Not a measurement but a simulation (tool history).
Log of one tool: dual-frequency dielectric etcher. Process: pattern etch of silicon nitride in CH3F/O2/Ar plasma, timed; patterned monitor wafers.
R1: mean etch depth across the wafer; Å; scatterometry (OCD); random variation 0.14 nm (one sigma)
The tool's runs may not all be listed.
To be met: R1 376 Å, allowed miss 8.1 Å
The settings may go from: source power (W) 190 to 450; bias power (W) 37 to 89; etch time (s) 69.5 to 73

Run 1, hour 0: source power (W) 320, bias power (W) 63, etch time (s) 69.5. Result: R1 408.7 Å.
Run 2, hour 3.2: source power (W) 270, bias power (W) 63, etch time (s) 69.5. Result: R1 387.66 Å.
Run 3, hour 4.4: source power (W) 230, bias power (W) 63, etch time (s) 69.5. Result: R1 361.66 Å.
Run 4, hour 11.5: source power (W) 290, bias power (W) 63, etch time (s) 69.5. Result: R1 395.77 Å.
Run 5, hour 14: source power (W) 280, bias power (W) 63, etch time (s) 69.5. Result: R1 388.13 Å.
Run 6, hour 17.1: source power (W) 280, bias power (W) 63, etch time (s) 73. Result: R1 410.98 Å.
Run 7, hour 17.8: source power (W) 270, bias power (W) 62, etch time (s) 73. Result: R1 403.61 Å.
Run 8, hour 24.5: source power (W) 260, bias power (W) 62, etch time (s) 73. Result: R1 395.31 Å.
Run 9, hour 26.2: source power (W) 260, bias power (W) 62, etch time (s) 73. Result: R1 393.98 Å.
Run 10, hour 34.1: source power (W) 250, bias power (W) 62, etch time (s) 73. Result: R1 390.31 Å.
Run 11, hour 36: source power (W) 250, bias power (W) 62, etch time (s) 73. Result: R1 389.66 Å.

Which of these 5 next moves meets every target?
Run A, hour 37.9: source power (W) 300, bias power (W) 57, etch time (s) 73. Result: R1 ?.
Run B, hour 37.9: source power (W) 260, bias power (W) 59, etch time (s) 70. Result: R1 ?.
Run C, hour 37.9: source power (W) 250, bias power (W) 63, etch time (s) 72. Result: R1 ?.
Run D, hour 37.9: source power (W) 290, bias power (W) 37, etch time (s) 73. Result: R1 ?.
Run E, hour 37.9: source power (W) 350, bias power (W) 48, etch time (s) 71. Result: R1 ?.

move      R1
   A  406.48
   B  373.77
   C  386.56
   D  357.64
   E  398.98
A: further off than the last run
B: meets every target
C: nearer than the last run, and not there yet
D: takes the result that was furthest off past its target
E: further off than the last run
Answer: B
